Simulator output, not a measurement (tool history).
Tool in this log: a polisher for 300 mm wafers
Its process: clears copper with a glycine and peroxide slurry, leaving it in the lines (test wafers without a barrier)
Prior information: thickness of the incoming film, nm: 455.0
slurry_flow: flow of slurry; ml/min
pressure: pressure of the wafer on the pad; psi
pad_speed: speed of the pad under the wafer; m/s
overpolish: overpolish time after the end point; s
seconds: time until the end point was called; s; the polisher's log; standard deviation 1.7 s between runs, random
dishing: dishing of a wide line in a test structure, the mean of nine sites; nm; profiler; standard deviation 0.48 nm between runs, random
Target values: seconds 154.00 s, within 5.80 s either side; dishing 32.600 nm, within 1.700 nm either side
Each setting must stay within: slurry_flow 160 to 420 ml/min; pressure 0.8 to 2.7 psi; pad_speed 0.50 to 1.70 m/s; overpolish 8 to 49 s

| run | hour | slurry_flow | pressure | pad_speed | overpolish | seconds | dishing |
|---|---|---|---|---|---|---|---|
| 1 | 0.0 | 270 | 1.7 | 1.10 | 25 | 151.74 | 41.831 |
| 2 | 8.6 | 270 | 1.7 | 0.90 | 25 | 172.64 | 40.212 |
| 3 | 12.2 | 270 | 1.8 | 0.92 | 22 | 163.64 | 37.163 |
| 4 | 20.0 | 270 | 1.8 | 0.92 | 20 | 165.50 | 35.428 |
| 5 | 24.6 | 270 | 1.9 | 0.92 | 19 | 158.26 | 35.074 |
| 6 | 31.3 | 270 | 2.3 | 0.92 | 19 | 135.29 | 38.443 |
| 7 | 37.7 | 270 | 2.3 | 0.92 | 19 | 136.48 | 38.770 |
| 8 | 42.8 | 270 | 2.2 | 0.92 | 18 | 140.37 | 36.701 |
| 9 | 45.6 | 270 | 2.1 | 0.92 | 17 | 143.23 | 35.454 |

Of the 4 settings listed for the next run, only one would bring every result within its allowed miss of target. Which one?
| A | 48.4 | 240 | 2.5 | 0.90 | 19 | ? | ? |
| B | 48.4 | 250 | 1.6 | 1.18 | 17 | ? | ? |
| C | 48.4 | 255 | 2.4 | 0.94 | 19 | ? | ? |
| D | 48.4 | 270 | 2.0 | 0.98 | 21 | ? | ? |

| move | seconds | dishing |
|---|---|---|
| A | 133.29 | 38.917 |
| B | 155.75 | 32.418 |
| C | 132.63 | 38.981 |
| D | 147.70 | 38.900 |
A: its largest miss is bigger than the last run's
B: all results in spec
C: its largest miss is bigger than the last run's
D: its largest miss is bigger than the last run's
Answer: B

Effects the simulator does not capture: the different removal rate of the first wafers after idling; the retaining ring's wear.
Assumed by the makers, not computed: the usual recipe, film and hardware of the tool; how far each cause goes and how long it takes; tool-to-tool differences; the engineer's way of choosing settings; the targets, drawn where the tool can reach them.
